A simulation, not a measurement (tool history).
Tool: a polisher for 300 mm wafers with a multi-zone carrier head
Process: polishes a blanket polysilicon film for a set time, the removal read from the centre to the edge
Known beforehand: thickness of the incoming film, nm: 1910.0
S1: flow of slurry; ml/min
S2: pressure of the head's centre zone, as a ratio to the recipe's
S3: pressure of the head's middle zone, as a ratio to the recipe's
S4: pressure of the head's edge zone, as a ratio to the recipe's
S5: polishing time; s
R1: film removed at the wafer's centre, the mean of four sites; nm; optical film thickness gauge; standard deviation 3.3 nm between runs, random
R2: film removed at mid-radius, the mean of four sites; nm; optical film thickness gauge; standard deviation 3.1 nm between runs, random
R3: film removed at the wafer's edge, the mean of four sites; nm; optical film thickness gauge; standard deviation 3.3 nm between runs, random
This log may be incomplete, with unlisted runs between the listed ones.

run	hour	S1	S2	S3	S4	S5	R1	R2	R3
1	0.0	190	1.00	1.00	1.00	48	302.77	298.71	305.09
2	2.7	210	1.03	1.05	1.02	51	339.26	334.43	325.69
3	6.5	210	1.03	1.05	1.02	42	277.80	280.43	272.81
4	11.8	225	1.04	1.09	1.04	47	318.04	321.85	307.35
5	16.9	225	1.04	1.09	1.04	53	360.05	369.89	347.59
6	19.4	225	1.04	1.17	1.04	53	357.44	386.19	349.25
7	24.6	240	1.05	1.18	1.05	55	380.01	409.92	363.74
8	30.9	250	1.06	1.18	1.06	57	401.59	423.68	382.75

For run 9, what comes out?
9	38.6	250	1.07	1.18	1.05	59	?	?	?

R1: 417.69 nm
R2: 435.82 nm
R3: 388.99 nm
